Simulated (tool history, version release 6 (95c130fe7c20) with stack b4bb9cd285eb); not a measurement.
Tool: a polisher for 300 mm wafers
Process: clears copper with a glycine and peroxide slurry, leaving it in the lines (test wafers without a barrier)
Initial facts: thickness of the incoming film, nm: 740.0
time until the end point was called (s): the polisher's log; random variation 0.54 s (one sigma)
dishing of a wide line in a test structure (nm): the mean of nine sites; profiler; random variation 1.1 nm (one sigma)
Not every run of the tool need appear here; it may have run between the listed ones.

run,hour,flow of slurry (ml/min),pressure of the wafer on the pad (kPa),speed of the pad under the wafer (m/s),overpolish time after the end point (s),time until the end point was called (s),dishing of a wide line in a test structure (nm)
1,0,225,21.4,1.28,18,96.437,82.682
2,8.4,260,21.4,1.28,18,93.764,84.056
3,11.5,260,21.4,1.28,21,95.171,92.964
4,14,260,21.4,1.28,26,94.441,101.94
5,18.7,240,22.1,1.38,22,89.939,100.81
6,26,240,22.1,1.22,22,95.909,97.36
7,31,260,22.8,1.34,19,87.954,91.687
8,32.6,275,22.8,1.44,17,84.431,87.073
9,36.4,290,23.4,1.54,15,76.293,83.288

Estimate the outcome of run 10 from the log above:
10,37.6,300,29.6,1.62,6,?,?

time until the end point was called (s): 61.647
dishing of a wide line in a test structure (nm): 51.44
